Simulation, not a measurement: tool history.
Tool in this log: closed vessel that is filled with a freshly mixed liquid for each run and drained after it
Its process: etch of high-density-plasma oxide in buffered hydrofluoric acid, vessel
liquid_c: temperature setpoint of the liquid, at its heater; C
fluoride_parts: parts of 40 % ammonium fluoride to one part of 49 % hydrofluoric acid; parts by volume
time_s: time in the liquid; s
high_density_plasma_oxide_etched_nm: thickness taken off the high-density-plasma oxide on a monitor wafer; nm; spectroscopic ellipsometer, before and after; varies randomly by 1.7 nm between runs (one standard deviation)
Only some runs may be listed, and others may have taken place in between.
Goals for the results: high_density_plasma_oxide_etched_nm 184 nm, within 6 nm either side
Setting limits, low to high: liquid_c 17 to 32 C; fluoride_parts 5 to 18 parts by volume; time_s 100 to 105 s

| run | hour | liquid_c | fluoride_parts | time_s | high_density_plasma_oxide_etched_nm |
|---|---|---|---|---|---|
| 1 | 0 | 24 | 11 | 100 | 95.167 |
| 2 | 7.2 | 26 | 10 | 100 | 114.81 |
| 3 | 14.2 | 27.5 | 9.5 | 100 | 133.54 |
| 4 | 16.7 | 28.5 | 9.5 | 100 | 142.58 |
| 5 | 18.5 | 29.5 | 9.5 | 100 | 149.64 |
| 6 | 24.1 | 29.5 | 9.5 | 105 | 154.98 |
| 7 | 30.2 | 30 | 9.5 | 105 | 157.28 |
| 8 | 38.1 | 30.5 | 9.5 | 105 | 161.93 |
| 9 | 41.9 | 30.5 | 9.5 | 105 | 163.97 |
| 10 | 50.7 | 31 | 9.5 | 105 | 169.87 |
| 11 | 58.9 | 31.5 | 9.5 | 105 | 173.12 |
| 12 | 60.5 | 32 | 9.5 | 105 | 177.89 |
|  | 66.6 | hydrofluoric acid flow meter replaced |
| 13 | 66.6 | 32 | 9 | 105 | 201.49 |
| 14 | 71.2 | 31.5 | 9 | 105 | 191.91 |

Pick the move, out of 5, that brings all results within their allowed miss; only one does.
| A | 75.8 | 32 | 8.5 | 100 | ? |
| B | 75.8 | 32 | 8.5 | 105 | ? |
| C | 75.8 | 32 | 10 | 105 | ? |
| D | 75.8 | 31.5 | 8.5 | 105 | ? |
| E | 75.8 | 29.5 | 8 | 105 | ? |

| move | high_density_plasma_oxide_etched_nm |
|---|---|
| A | 200.55 |
| B | 210.58 |
| C | 185.27 |
| D | 205.19 |
| E | 197.38 |
A: lands further from the targets than the last run did
B: lands further from the targets than the last run did
C: all results land within tolerance of their targets
D: lands further from the targets than the last run did
E: lands further from the targets than the last run did
So the answer is move C, the one that meets all the targets.
